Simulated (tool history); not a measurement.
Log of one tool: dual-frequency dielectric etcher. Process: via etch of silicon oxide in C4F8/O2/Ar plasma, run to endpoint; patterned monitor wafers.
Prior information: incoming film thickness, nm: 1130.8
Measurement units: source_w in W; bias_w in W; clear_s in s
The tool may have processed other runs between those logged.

| run | hour | source_w | bias_w | clear_s |
|---|---|---|---|---|
| 1 | 0 | 1350 | 1674 | 262.94 |
| 2 | 2.9 | 1350 | 1892 | 253.19 |
| 3 | 5.4 | 1220 | 1892 | 259.86 |
| 4 | 7.5 | 1270 | 1927 | 255.8 |
| 5 | 14 | 1270 | 1771 | 261.68 |
|  | 17.6 | bias power generator calibrated |
| 6 | 17.6 | 1330 | 1817 | 256.18 |

Predict the results of run 7:
| 7 | 19.4 | 1380 | 1843 | ? |

Run 7 produced clear_s 254.41 s.
